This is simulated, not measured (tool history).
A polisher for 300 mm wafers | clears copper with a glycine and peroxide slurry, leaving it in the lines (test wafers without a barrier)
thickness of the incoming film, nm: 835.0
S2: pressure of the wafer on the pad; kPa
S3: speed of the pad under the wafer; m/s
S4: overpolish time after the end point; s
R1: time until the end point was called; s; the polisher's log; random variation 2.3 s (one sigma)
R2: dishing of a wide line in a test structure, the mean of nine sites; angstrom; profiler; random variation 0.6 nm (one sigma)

run 1 hour=0 | flow_of_slurry_(ml/min)=190 S2=22.1 S3=1.02 S4=19 | R1=119.44 R2=859.03
run 2 hour=6.6 | flow_of_slurry_(ml/min)=190 S2=21.4 S3=1.02 S4=18 | R1=120.95 R2=781.44
run 3 hour=8.1 | flow_of_slurry_(ml/min)=190 S2=17.9 S3=1.02 S4=18 | R1=140.54 R2=693.67
run 4 hour=12.7 | flow_of_slurry_(ml/min)=190 S2=17.9 S3=0.82 S4=18 | R1=171.51 R2=620.66
run 5 hour=20.3 | flow_of_slurry_(ml/min)=190 S2=17.9 S3=0.84 S4=17 | R1=170.2 R2=595.44
run 6 hour=22.1 | flow_of_slurry_(ml/min)=190 S2=17.9 S3=0.86 S4=16 | R1=160.13 R2=566.96

The next listed run, before its measurement:
run 7 hour=24.6 | flow_of_slurry_(ml/min)=190 S2=17.9 S3=0.86 S4=16 | R1=? R2=?

Run 7 gave R1 164.78 s, R2 574.5 angstrom.
